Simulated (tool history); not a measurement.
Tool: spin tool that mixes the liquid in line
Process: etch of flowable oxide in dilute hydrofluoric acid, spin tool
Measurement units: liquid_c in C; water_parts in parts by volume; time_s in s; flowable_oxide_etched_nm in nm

run 1 day=0 | liquid_c=25 water_parts=175 time_s=325 | flowable_oxide_etched_nm=58.825
run 2 day=0.067 | liquid_c=25 water_parts=210 time_s=325 | flowable_oxide_etched_nm=47.003
run 3 day=0.338 | liquid_c=27.5 water_parts=210 time_s=325 | flowable_oxide_etched_nm=51.382
run 4 day=0.404 | liquid_c=28.5 water_parts=195 time_s=325 | flowable_oxide_etched_nm=58.068
run 5 day=0.767 | liquid_c=29.5 water_parts=185 time_s=325 | flowable_oxide_etched_nm=64.659
run 6 day=0.817 | liquid_c=30 water_parts=175 time_s=325 | flowable_oxide_etched_nm=70.133
run 7 day=0.962 | liquid_c=30.5 water_parts=170 time_s=325 | flowable_oxide_etched_nm=74.396

Run 8 has not been measured yet. What should we expect?
run 8 day=1.308 | liquid_c=31 water_parts=165 time_s=325 | flowable_oxide_etched_nm=?

Run 8 came out at flowable_oxide_etched_nm 77.616 nm.
